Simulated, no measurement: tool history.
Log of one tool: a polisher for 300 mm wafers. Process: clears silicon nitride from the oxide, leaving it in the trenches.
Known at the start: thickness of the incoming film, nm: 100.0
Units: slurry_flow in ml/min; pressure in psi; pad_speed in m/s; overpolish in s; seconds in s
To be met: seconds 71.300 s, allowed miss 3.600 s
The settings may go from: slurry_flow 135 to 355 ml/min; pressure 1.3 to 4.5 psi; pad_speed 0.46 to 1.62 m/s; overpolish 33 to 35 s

run	hour	slurry_flow	pressure	pad_speed	overpolish	seconds
1	0.0	225	2.9	1.04	33	94.295
2	4.1	225	3.0	1.04	33	91.975
3	6.4	185	3.0	1.04	33	92.432
4	12.2	185	3.0	1.04	33	94.446
5	15.4	185	2.7	1.04	33	106.460
6	20.6	150	2.7	1.04	33	106.720
7	23.3	150	2.7	1.04	33	104.270
8	24.7	150	2.8	1.04	33	103.290

Which of these 4 next moves meets every target?
A	26.1	140	2.7	1.30	33	?
B	26.1	135	4.0	1.06	35	?
C	26.1	135	2.6	0.78	35	?
D	26.1	220	2.8	1.18	35	?

move	seconds
A	85.241
B	71.136
C	145.450
D	87.202
A: nearer than the last run, and not there yet
B: meets every target
C: further off than the last run
D: nearer than the last run, and not there yet
The right move is B.
